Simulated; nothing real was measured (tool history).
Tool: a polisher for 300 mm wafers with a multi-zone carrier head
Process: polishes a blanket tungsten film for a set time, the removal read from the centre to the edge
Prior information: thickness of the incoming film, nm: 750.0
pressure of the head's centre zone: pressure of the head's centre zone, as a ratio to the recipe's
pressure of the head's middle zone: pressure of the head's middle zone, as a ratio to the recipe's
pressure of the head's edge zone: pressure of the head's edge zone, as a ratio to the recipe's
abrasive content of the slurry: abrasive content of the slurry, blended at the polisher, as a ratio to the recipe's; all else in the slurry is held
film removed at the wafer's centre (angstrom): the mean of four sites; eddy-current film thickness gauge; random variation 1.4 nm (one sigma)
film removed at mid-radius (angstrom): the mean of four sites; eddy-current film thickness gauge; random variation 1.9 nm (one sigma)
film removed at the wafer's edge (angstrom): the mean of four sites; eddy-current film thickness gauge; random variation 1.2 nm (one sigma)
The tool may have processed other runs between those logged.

| run | day | flow of slurry (ml/min) | pressure of the head's centre zone | pressure of the head's middle zone | pressure of the head's edge zone | abrasive content of the slurry | polishing time (s) | film removed at the wafer's centre (angstrom) | film removed at mid-radius (angstrom) | film removed at the wafer's edge (angstrom) |
|---|---|---|---|---|---|---|---|---|---|---|
| 1 | 0.000 | 240 | 1.00 | 1.00 | 1.00 | 1.00 | 40 | 2282.5 | 2342.2 | 2293.2 |
| 2 | 0.246 | 240 | 1.00 | 1.00 | 1.00 | 1.00 | 44 | 2475.6 | 2531.3 | 2519.9 |
| 3 | 0.417 | 205 | 1.00 | 1.00 | 1.00 | 1.00 | 44 | 2430.9 | 2522.3 | 2460.4 |
| 4 | 0.646 | 205 | 1.00 | 1.00 | 1.00 | 1.00 | 37 | 2058.1 | 2082.8 | 2094.1 |
| 5 | 0.779 | 195 | 0.96 | 0.98 | 1.00 | 0.90 | 37 | 1864.0 | 1958.3 | 2030.9 |
| 6 | 1.104 | 190 | 0.93 | 0.97 | 0.98 | 0.85 | 37 | 1787.6 | 1893.1 | 1959.0 |
| 7 | 1.212 | 185 | 0.91 | 0.96 | 0.98 | 0.80 | 37 | 1695.0 | 1832.7 | 1919.6 |
| 8 | 1.258 | 180 | 0.89 | 0.95 | 0.97 | 0.80 | 37 | 1656.0 | 1781.5 | 1875.1 |
| 9 | 1.529 | 175 | 0.87 | 0.95 | 0.97 | 0.80 | 37 | 1632.6 | 1800.9 | 1889.8 |

Run 10 has not been measured yet. What should we expect?
| 10 | 1.754 | 170 | 0.86 | 0.95 | 0.97 | 0.75 | 37 | ? | ? | ? |

For run 10 the tool returned film removed at the wafer's centre (angstrom) 1545.0, film removed at mid-radius (angstrom) 1755.6, film removed at the wafer's edge (angstrom) 1831.5.
